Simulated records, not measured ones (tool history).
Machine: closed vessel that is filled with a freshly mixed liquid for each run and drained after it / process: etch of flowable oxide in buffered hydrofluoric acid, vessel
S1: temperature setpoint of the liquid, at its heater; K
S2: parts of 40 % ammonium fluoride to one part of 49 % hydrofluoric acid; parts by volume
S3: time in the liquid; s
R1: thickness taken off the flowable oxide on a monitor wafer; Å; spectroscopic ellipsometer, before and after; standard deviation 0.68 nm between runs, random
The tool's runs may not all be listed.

run,hour,S1,S2,S3,R1
1,0.0,295.15,20.0,30,338.23
2,6.5,295.15,25.5,30,283.29
3,8.2,297.65,20.0,30,387.13
4,10.4,297.65,23.5,30,343.47
5,14.6,297.65,28.0,30,305.25
6,23.1,297.65,28.0,30,309.72

Run 7 has not been measured yet. What should we expect?
7,27.9,299.15,21.5,30,?

Run 7 yielded R1 398.47 Å.
